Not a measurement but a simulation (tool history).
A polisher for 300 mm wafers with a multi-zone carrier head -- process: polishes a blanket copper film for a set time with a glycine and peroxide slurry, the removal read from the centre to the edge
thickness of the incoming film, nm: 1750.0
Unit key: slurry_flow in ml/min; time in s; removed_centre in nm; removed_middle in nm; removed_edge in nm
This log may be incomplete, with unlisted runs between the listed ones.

run    day  slurry_flow  centre_zone  middle_zone  edge_zone  time  removed_centre  removed_middle  removed_edge
  1      0          195            1            1          1    52          296.15          305.76         306.9
  2  0.312          160            1            1          1    52          287.91          297.63        301.46
  3  0.646          160            1            1          1    58          317.06          342.35        335.73
  4  0.979          160            1         0.96          1    58          312.93          318.13        339.91
  5  1.117          160            1         0.96       1.08    58          319.45          322.95        349.42
  6  1.171          115            1         0.96       1.08    58          291.31          295.42        325.93
  7  1.462          115            1         0.96       1.08    58          292.56          295.84        325.35
  8  1.608          135         1.03         0.95       1.08    58          311.39          304.92        335.65
  9    1.9          150         1.06         0.93       1.08    58          335.48          310.67        339.22
 10  2.029          160         1.07         0.91       1.09    58          346.79          312.61        349.58

What will run 11 give?
 11  2.15          165         1.08          0.9       1.09    58               ?               ?             ?

removed_centre: 345.29 nm
removed_middle: 304.04 nm
removed_edge: 349.7 nm
